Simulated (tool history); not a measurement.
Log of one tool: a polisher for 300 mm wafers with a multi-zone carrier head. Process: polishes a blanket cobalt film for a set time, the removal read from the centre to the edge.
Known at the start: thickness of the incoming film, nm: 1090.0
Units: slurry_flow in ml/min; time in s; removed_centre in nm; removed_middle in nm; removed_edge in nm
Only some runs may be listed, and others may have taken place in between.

run 1 hour=0.0 | slurry_flow=170 centre_zone=1.00 middle_zone=1.00 edge_zone=1.00 time=66 | removed_centre=307.09 removed_middle=309.86 removed_edge=308.03
run 2 hour=4.8 | slurry_flow=180 centre_zone=1.01 middle_zone=1.01 edge_zone=1.02 time=66 | removed_centre=310.22 removed_middle=319.76 removed_edge=314.32
run 3 hour=7.1 | slurry_flow=205 centre_zone=1.01 middle_zone=1.01 edge_zone=1.02 time=66 | removed_centre=320.08 removed_middle=325.16 removed_edge=318.18
run 4 hour=11.6 | slurry_flow=205 centre_zone=1.08 middle_zone=1.01 edge_zone=1.02 time=66 | removed_centre=343.03 removed_middle=320.17 removed_edge=317.73
run 5 hour=16.8 | slurry_flow=205 centre_zone=1.08 middle_zone=1.01 edge_zone=1.02 time=52 | removed_centre=267.41 removed_middle=252.97 removed_edge=252.13
run 6 hour=23.2 | slurry_flow=210 centre_zone=1.09 middle_zone=1.03 edge_zone=1.04 time=54 | removed_centre=284.00 removed_middle=270.27 removed_edge=261.47
run 7 hour=32.1 | slurry_flow=210 centre_zone=1.09 middle_zone=1.03 edge_zone=1.05 time=56 | removed_centre=291.01 removed_middle=277.67 removed_edge=272.39
run 8 hour=39.6 | slurry_flow=215 centre_zone=1.09 middle_zone=1.04 edge_zone=1.06 time=58 | removed_centre=306.56 removed_middle=291.22 removed_edge=289.09
run 9 hour=45.4 | slurry_flow=260 centre_zone=1.14 middle_zone=1.14 edge_zone=1.16 time=65 | removed_centre=366.13 removed_middle=357.78 removed_edge=336.24

Run 10 has not been measured yet. What should we expect?
run 10 hour=47.8 | slurry_flow=260 centre_zone=1.14 middle_zone=1.14 edge_zone=1.16 time=66 | removed_centre=? removed_middle=? removed_edge=?

removed_centre: 371.63 nm
removed_middle: 363.50 nm
removed_edge: 347.26 nm
